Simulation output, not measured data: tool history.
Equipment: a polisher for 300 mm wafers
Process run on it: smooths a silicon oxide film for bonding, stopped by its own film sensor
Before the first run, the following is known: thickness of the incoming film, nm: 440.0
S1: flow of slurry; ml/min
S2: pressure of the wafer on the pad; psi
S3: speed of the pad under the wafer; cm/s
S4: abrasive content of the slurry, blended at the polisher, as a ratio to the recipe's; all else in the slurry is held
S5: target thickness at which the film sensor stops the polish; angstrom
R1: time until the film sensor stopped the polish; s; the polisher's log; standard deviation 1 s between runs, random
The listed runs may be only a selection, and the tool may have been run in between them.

run	hour	S1	S2	S3	S4	S5	R1
1	0.0	285	1.3	80	1.0	4250	35.680
2	6.6	285	1.1	76	1.0	4250	43.827
3	10.5	245	1.1	76	1.0	4250	42.799
4	16.8	245	1.1	76	1.0	4250	44.717
5	17.3	245	1.0	76	1.0	4250	48.416
6	24.1	245	1.0	76	1.0	4250	47.598
7	28.5	245	0.9	74	1.0	4250	52.820

Run 8, settings as shown, results not yet in. Your forecast:
8	29.5	245	0.6	72	1.0	4250	?

Run 8 gave R1 80.613 s.
